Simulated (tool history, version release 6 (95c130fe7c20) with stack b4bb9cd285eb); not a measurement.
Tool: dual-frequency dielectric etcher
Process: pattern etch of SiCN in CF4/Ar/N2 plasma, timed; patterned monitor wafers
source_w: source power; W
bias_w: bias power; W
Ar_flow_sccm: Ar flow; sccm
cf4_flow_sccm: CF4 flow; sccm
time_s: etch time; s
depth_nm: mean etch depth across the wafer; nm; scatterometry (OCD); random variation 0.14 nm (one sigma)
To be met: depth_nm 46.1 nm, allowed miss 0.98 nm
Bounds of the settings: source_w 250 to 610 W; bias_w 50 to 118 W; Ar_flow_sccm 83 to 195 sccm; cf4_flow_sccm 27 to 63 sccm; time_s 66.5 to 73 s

run 1 hour=0 | source_w=430 bias_w=84 Ar_flow_sccm=139 cf4_flow_sccm=45 time_s=73 | depth_nm=59.17
run 2 hour=6.9 | source_w=400 bias_w=84 Ar_flow_sccm=139 cf4_flow_sccm=45 time_s=73 | depth_nm=56.151
run 3 hour=14.1 | source_w=380 bias_w=84 Ar_flow_sccm=139 cf4_flow_sccm=45 time_s=73 | depth_nm=54.151
run 4 hour=17 | source_w=380 bias_w=94 Ar_flow_sccm=139 cf4_flow_sccm=45 time_s=73 | depth_nm=56.799
run 5 hour=21.1 | source_w=350 bias_w=94 Ar_flow_sccm=139 cf4_flow_sccm=45 time_s=73 | depth_nm=53.924
run 6 hour=25 | source_w=350 bias_w=94 Ar_flow_sccm=139 cf4_flow_sccm=48 time_s=73 | depth_nm=54.39
run 7 hour=26.9 | source_w=330 bias_w=94 Ar_flow_sccm=139 cf4_flow_sccm=48 time_s=73 | depth_nm=52.243
run 8 hour=35.1 | source_w=310 bias_w=94 Ar_flow_sccm=139 cf4_flow_sccm=48 time_s=73 | depth_nm=50.106
run 9 hour=38.7 | source_w=300 bias_w=94 Ar_flow_sccm=139 cf4_flow_sccm=48 time_s=73 | depth_nm=48.988
run 10 hour=42.8 | source_w=290 bias_w=94 Ar_flow_sccm=139 cf4_flow_sccm=48 time_s=73 | depth_nm=48.114

Which of these 5 next moves meets every target?
run A hour=46.9 | source_w=300 bias_w=82 Ar_flow_sccm=137 cf4_flow_sccm=50 time_s=73 | depth_nm=?
run B hour=46.9 | source_w=320 bias_w=93 Ar_flow_sccm=133 cf4_flow_sccm=58 time_s=68 | depth_nm=?
run C hour=46.9 | source_w=330 bias_w=90 Ar_flow_sccm=161 cf4_flow_sccm=49 time_s=71 | depth_nm=?
run D hour=46.9 | source_w=300 bias_w=104 Ar_flow_sccm=144 cf4_flow_sccm=37 time_s=73 | depth_nm=?
run E hour=46.9 | source_w=320 bias_w=90 Ar_flow_sccm=149 cf4_flow_sccm=48 time_s=70.5 | depth_nm=?

move=A depth_nm=46.433
move=B depth_nm=49.245
move=C depth_nm=49.299
move=D depth_nm=48.968
move=E depth_nm=48.143
A: meets every target
B: further off than the last run
C: further off than the last run
D: further off than the last run
E: as far off as the last run
The right move is A.

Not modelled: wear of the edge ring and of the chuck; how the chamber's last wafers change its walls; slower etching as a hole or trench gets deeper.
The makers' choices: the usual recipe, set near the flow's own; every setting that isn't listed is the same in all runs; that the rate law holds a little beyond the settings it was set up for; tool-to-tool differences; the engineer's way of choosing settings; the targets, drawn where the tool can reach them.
